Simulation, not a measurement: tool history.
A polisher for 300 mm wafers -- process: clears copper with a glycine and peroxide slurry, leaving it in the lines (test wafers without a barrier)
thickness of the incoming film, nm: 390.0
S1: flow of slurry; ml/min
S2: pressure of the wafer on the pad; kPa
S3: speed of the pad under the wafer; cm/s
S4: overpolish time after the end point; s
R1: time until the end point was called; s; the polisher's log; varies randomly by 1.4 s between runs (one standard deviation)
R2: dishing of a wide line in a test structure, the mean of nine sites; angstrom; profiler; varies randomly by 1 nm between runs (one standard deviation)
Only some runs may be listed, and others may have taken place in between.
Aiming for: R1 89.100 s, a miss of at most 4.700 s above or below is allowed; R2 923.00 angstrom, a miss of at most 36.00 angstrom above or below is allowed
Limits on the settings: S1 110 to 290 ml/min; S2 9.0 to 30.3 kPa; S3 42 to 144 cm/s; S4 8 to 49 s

run,hour,S1,S2,S3,S4,R1,R2
1,0.0,185,19.3,92,25,62.379,890.05
2,4.9,185,19.3,92,18,62.529,706.14
3,13.6,180,17.2,88,23,72.090,772.84
4,19.7,180,17.2,68,23,84.870,683.49
5,25.8,155,17.2,68,23,87.922,681.07
6,32.8,150,17.2,68,26,89.145,748.27
7,39.8,145,17.2,68,28,87.105,780.19
8,44.2,145,17.2,68,30,88.283,813.56
9,45.1,145,17.2,68,30,87.555,810.88
10,49.7,140,17.2,68,32,87.216,851.56
11,58.3,140,17.2,68,33,88.073,869.01
12,64.8,140,17.2,68,34,88.348,877.76

Which of these 4 next moves meets every target?
A,71.3,155,20.0,58,36,?,?
B,71.3,160,14.5,74,34,?,?
C,71.3,120,14.5,72,37,?,?
D,71.3,125,18.6,60,33,?,?

move,R1,R2
A,88.561,914.58
B,91.550,837.94
C,96.080,858.88
D,92.604,836.80
A: hits every target within its allowed miss
B: misses by more than the last run did
C: misses by more than the last run did
D: misses by more than the last run did
So the answer is move A, the one that meets all the targets.

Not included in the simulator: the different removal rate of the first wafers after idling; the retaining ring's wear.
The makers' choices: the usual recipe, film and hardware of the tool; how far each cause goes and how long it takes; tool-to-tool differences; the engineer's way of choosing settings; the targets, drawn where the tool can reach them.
